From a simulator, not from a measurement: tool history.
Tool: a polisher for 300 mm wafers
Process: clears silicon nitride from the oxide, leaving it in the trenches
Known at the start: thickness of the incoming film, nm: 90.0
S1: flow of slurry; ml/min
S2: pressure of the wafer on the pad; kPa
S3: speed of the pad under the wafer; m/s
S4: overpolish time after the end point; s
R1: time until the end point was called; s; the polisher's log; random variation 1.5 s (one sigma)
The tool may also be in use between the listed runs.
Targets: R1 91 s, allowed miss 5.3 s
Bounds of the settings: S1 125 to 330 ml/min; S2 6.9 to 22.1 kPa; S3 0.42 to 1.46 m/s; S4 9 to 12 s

run	day	S1	S2	S3	S4	R1
1	0	210	14.5	0.94	12	120.92
2	0.242	210	14.5	0.94	9	125.98
3	0.517	210	15.2	0.94	9	118.29
4	0.821	210	15.2	0.94	9	116.86
5	1.121	210	15.2	0.84	9	129.3
6	1.254	210	15.9	0.84	9	120.57
7	1.396	210	16.5	0.84	9	115.96
8	1.425	210	17.2	0.84	9	108.14
9	1.754	210	18.6	0.84	9	103.1

Which of these 4 next moves meets every target?
A	2.083	225	20.7	0.98	12	?
B	2.083	155	20	1.22	9	?
C	2.083	180	17.2	1.18	10	?
D	2.083	195	21.4	1.04	10	?

move	R1
A	84.378
B	79.087
C	91.178
D	79.948
A: takes the result that was furthest off past its target
B: takes the result that was furthest off past its target
C: meets every target
D: takes the result that was furthest off past its target
The right move is C.

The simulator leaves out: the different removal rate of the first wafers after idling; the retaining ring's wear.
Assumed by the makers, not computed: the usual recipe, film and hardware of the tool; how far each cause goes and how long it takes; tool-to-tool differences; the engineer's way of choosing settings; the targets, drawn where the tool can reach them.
